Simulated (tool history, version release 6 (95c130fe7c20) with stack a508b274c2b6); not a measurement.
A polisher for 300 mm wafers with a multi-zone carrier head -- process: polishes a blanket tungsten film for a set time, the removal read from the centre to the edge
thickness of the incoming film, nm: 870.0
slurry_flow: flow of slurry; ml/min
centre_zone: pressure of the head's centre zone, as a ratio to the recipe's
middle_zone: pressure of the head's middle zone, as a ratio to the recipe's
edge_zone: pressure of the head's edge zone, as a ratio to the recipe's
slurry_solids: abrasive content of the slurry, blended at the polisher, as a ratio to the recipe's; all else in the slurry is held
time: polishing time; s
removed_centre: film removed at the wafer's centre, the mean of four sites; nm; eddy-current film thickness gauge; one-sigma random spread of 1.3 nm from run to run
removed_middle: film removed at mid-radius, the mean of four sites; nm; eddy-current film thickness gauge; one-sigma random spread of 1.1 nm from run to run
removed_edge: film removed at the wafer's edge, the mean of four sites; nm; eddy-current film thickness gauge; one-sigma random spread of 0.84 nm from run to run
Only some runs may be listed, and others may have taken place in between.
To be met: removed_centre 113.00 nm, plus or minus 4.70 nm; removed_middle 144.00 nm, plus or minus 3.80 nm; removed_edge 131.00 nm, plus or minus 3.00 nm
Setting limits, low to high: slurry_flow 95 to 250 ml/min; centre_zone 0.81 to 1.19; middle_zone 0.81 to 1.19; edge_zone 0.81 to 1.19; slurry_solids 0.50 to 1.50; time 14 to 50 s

run  hour  slurry_flow  centre_zone  middle_zone  edge_zone  slurry_solids  time  removed_centre  removed_middle  removed_edge
  1   0.0          160         1.00         1.00       1.00           1.00    32          153.88          152.52        155.71
  2   7.3          160         1.00         0.94       1.00           1.00    32          147.35          147.83        155.71
  3  12.5          160         1.00         0.94       0.92           1.00    32          154.31          144.70        150.57
  4  13.6          135         1.00         0.94       0.92           1.00    32          144.54          140.39        145.78
  5  14.6          125         0.95         0.99       0.91           0.95    32          135.33          142.41        140.88
  6  19.2          115         0.91         1.01       0.90           0.95    32          125.79          140.67        139.35
  7  25.5          110         0.89         1.04       0.88           0.95    32          117.60          144.49        136.50
  8  30.5          105         0.89         1.05       0.87           0.95    32          119.58          140.93        132.92
  9  32.6          110         0.82         1.09       0.86           0.95    32          108.20          149.65        133.86

5 candidate next runs follow, results not yet known. Just one meets every target within its allowed miss. Identify it.
  A  34.7          110         0.82         1.05       0.89           1.00    32               ?               ?             ?
  B  34.7          135         0.86         1.10       0.91           1.00    29               ?               ?             ?
  C  34.7          130         0.83         1.12       0.90           0.95    31               ?               ?             ?
  D  34.7          120         0.82         1.05       0.89           0.95    32               ?               ?             ?
  E  34.7          110         0.83         1.09       0.92           0.85    33               ?               ?             ?

move  removed_centre  removed_middle  removed_edge
   A          111.04          146.92        136.90
   B          112.14          145.98        129.93
   C          112.86          154.81        135.28
   D          112.44          148.25        137.13
   E          110.61          149.21        136.68
A: corrects the largest miss of the last run, while another result sits out of spec
B: each result inside its tolerance
C: lands further from the targets than the last run did
D: lands further from the targets than the last run did
E: lands further from the targets than the last run did
B meets every target.
